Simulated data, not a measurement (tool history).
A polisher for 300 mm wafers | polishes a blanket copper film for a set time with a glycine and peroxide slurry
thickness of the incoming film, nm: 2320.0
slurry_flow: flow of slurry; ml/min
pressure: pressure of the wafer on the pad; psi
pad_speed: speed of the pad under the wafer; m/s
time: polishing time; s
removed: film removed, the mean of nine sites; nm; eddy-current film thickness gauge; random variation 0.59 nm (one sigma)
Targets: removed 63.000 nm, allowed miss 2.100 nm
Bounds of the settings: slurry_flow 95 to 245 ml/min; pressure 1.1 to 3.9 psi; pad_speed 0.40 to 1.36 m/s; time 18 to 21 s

run    day  slurry_flow  pressure  pad_speed  time  removed
  1  0.000          155       2.5       0.88    21   82.084
  2  0.067          155       2.5       0.88    18   69.439
  3  0.138          190       2.5       0.88    18   70.474
  4  0.417          190       2.5       0.88    21   84.041
  5  0.733          185       2.3       0.88    21   77.982
  6  0.812          185       2.3       0.76    21   70.305
  7  0.908          185       2.2       0.76    21   68.148
  8  1.038          185       2.1       0.76    21   65.906

Which of these 5 next moves meets every target?
  A  1.167          160       2.4       0.88    19        ?
  B  1.167          180       2.3       0.94    18        ?
  C  1.167          155       2.4       0.82    20        ?
  D  1.167          200       1.8       0.90    21        ?
  E  1.167          190       2.1       0.74    20        ?

move  removed
   A   71.033
   B   69.318
   C   70.998
   D   66.315
   E   62.169
A: further off than the last run
B: further off than the last run
C: further off than the last run
D: further off than the last run
E: meets every target
The right move is E.
